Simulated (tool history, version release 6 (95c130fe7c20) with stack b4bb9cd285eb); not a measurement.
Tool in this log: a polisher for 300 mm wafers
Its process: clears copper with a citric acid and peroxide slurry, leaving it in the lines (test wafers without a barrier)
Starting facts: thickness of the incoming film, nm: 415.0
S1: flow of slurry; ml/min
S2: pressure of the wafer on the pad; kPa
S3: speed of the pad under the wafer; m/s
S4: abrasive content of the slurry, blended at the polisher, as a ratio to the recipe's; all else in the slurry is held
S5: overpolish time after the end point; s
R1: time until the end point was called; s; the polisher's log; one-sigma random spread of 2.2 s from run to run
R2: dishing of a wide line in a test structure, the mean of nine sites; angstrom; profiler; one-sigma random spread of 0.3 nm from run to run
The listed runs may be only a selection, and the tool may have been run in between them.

Run 1, hour 0.0: S1 290 ml/min, S2 28.3 kPa, S3 1.28 m/s, S4 1.0, S5 9 s. Result: R1 107.820 s, R2 225.59 angstrom.
Run 2, hour 7.2: S1 355 ml/min, S2 28.3 kPa, S3 1.28 m/s, S4 1.0, S5 9 s. Result: R1 100.270 s, R2 230.80 angstrom.
Run 3, hour 14.8: S1 355 ml/min, S2 28.3 kPa, S3 1.58 m/s, S4 1.0, S5 9 s. Result: R1 83.764 s, R2 268.07 angstrom.
Run 4, hour 16.9: S1 410 ml/min, S2 28.3 kPa, S3 1.58 m/s, S4 1.0, S5 9 s. Result: R1 82.324 s, R2 266.40 angstrom.
Run 5, hour 19.8: S1 435 ml/min, S2 28.3 kPa, S3 1.58 m/s, S4 1.0, S5 9 s. Result: R1 84.005 s, R2 269.27 angstrom.
Run 6, hour 28.8: S1 435 ml/min, S2 34.5 kPa, S3 1.58 m/s, S4 1.0, S5 9 s. Result: R1 68.926 s, R2 302.13 angstrom.
Run 7, hour 30.7: S1 435 ml/min, S2 31.0 kPa, S3 1.52 m/s, S4 1.0, S5 9 s. Result: R1 76.980 s, R2 278.67 angstrom.
Run 8, hour 33.2: S1 425 ml/min, S2 28.3 kPa, S3 1.48 m/s, S4 1.0, S5 9 s. Result: R1 89.436 s, R2 248.91 angstrom.
Run 9, hour 36.4: S1 425 ml/min, S2 28.3 kPa, S3 1.48 m/s, S4 1.0, S5 9 s. Result: R1 88.217 s, R2 253.44 angstrom.
Run 10, hour 44.9: S1 425 ml/min, S2 25.5 kPa, S3 1.44 m/s, S4 1.0, S5 10 s. Result: R1 101.070 s, R2 250.25 angstrom.
Run 11, hour 49.9: S1 425 ml/min, S2 23.4 kPa, S3 1.42 m/s, S4 1.0, S5 10 s. Result: R1 110.260 s, R2 226.98 angstrom.
Run 12, hour 52.9: S1 425 ml/min, S2 22.1 kPa, S3 1.42 m/s, S4 1.0, S5 11 s. Result: R1 117.240 s, R2 235.85 angstrom.

Run 13, settings as shown, results not yet in. Your forecast:
Run 13, hour 56.6: S1 425 ml/min, S2 14.5 kPa, S3 1.40 m/s, S4 1.0, S5 13 s. Result: R1 ?, R2 ?.

Run 13 gave R1 181.120 s, R2 196.41 angstrom.

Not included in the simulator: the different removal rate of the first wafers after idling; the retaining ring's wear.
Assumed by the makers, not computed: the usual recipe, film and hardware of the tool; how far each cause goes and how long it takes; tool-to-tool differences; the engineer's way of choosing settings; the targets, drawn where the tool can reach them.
